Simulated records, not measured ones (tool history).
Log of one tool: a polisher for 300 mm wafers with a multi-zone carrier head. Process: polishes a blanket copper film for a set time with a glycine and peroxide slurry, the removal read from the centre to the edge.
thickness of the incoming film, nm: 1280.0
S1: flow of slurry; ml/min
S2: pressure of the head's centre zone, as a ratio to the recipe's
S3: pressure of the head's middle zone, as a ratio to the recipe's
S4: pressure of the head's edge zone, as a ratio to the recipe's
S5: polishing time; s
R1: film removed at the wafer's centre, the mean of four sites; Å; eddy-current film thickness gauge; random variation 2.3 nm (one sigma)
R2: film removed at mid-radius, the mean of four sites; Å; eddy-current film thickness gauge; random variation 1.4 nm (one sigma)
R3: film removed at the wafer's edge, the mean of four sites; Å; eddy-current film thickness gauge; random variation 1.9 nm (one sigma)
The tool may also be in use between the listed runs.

{"run": 1, "hour": 0.0, "S1": 245, "S2": 1.0, "S3": 1.0, "S4": 1.0, "S5": 54, "R1": 2472.1, "R2": 2535.9, "R3": 2495.6}
{"run": 2, "hour": 8.6, "S1": 275, "S2": 1.0, "S3": 1.0, "S4": 1.0, "S5": 54, "R1": 2585.9, "R2": 2598.3, "R3": 2482.0}
{"run": 3, "hour": 15.1, "S1": 275, "S2": 0.99, "S3": 0.97, "S4": 0.98, "S5": 51, "R1": 2348.2, "R2": 2369.4, "R3": 2321.3}
{"run": 4, "hour": 24.1, "S1": 275, "S2": 1.02, "S3": 0.97, "S4": 0.98, "S5": 51, "R1": 2404.1, "R2": 2355.2, "R3": 2318.1}
{"run": 5, "hour": 27.8, "S1": 275, "S2": 0.96, "S3": 0.97, "S4": 0.98, "S5": 51, "R1": 2363.1, "R2": 2374.0, "R3": 2347.5}
{"run": 6, "hour": 31.2, "S1": 270, "S2": 0.97, "S3": 0.95, "S4": 0.95, "S5": 49, "R1": 2271.3, "R2": 2261.3, "R3": 2201.2}
{"run": 7, "hour": 37.2, "S1": 265, "S2": 0.97, "S3": 0.93, "S4": 0.93, "S5": 47, "R1": 2190.4, "R2": 2122.2, "R3": 2103.8}
{"run": 8, "hour": 39.4, "S1": 260, "S2": 0.96, "S3": 0.92, "S4": 0.92, "S5": 46, "R1": 2126.3, "R2": 2028.5, "R3": 1995.0}
{"run": 9, "hour": 41.9, "S1": 250, "S2": 0.94, "S3": 0.9, "S4": 0.91, "S5": 46, "R1": 2041.0, "R2": 1983.4, "R3": 1990.8}
{"run": 10, "hour": 47.3, "S1": 240, "S2": 0.94, "S3": 0.89, "S4": 0.89, "S5": 46, "R1": 2002.6, "R2": 2000.9, "R3": 2008.8}
{"run": 11, "hour": 51.1, "S1": 240, "S2": 0.94, "S3": 0.88, "S4": 0.88, "S5": 45, "R1": 2003.8, "R2": 1909.1, "R3": 1947.2}
{"run": 12, "hour": 59.6, "S1": 240, "S2": 0.94, "S3": 0.87, "S4": 0.87, "S5": 44, "R1": 1978.2, "R2": 1842.9, "R3": 1870.9}

Forecast run 13:
{"run": 13, "hour": 62.6, "S1": 235, "S2": 0.94, "S3": 0.86, "S4": 0.86, "S5": 44, "R1": "?", "R2": "?", "R3": "?"}

{"run 13": {"R1": 1966.2, "R2": 1828.0, "R3": 1885.6}}

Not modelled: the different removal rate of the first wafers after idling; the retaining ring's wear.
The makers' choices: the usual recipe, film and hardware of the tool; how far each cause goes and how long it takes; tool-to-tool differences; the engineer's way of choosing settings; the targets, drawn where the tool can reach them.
